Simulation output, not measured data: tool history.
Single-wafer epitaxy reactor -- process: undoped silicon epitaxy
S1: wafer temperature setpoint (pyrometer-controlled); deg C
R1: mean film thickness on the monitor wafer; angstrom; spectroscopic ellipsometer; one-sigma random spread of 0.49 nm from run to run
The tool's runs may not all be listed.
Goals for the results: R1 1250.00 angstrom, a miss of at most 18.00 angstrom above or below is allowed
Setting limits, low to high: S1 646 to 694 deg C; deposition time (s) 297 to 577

run 1 hour=0.0 | S1=670 deposition_time_(s)=437 | R1=1087.90
run 2 hour=7.3 | S1=672 deposition_time_(s)=437 | R1=1125.50
run 3 hour=14.4 | S1=664 deposition_time_(s)=437 | R1=951.19
run 4 hour=18.3 | S1=668 deposition_time_(s)=437 | R1=1042.60
run 5 hour=20.6 | S1=668 deposition_time_(s)=488 | R1=1158.50
run 6 hour=24.6 | S1=676 deposition_time_(s)=488 | R1=1376.50
run 7 hour=33.7 | S1=675 deposition_time_(s)=488 | R1=1347.70
run 8 hour=36.5 | S1=674 deposition_time_(s)=488 | R1=1311.20
run 9 hour=41.8 | S1=673 deposition_time_(s)=488 | R1=1289.10

Next run, 4 choices. One meets every target within its allowed miss, the rest don't. Which?
run A hour=47.1 | S1=675 deposition_time_(s)=436 | R1=?
run B hour=47.1 | S1=670 deposition_time_(s)=485 | R1=?
run C hour=47.1 | S1=678 deposition_time_(s)=424 | R1=?
run D hour=47.1 | S1=675 deposition_time_(s)=439 | R1=?

move=A R1=1201.70
move=B R1=1202.20
move=C R1=1244.70
move=D R1=1210.00
A: takes the result that was furthest off past its target
B: takes the result that was furthest off past its target
C: all results land within tolerance of their targets
D: takes the result that was furthest off past its target
The move that meets every target is C.
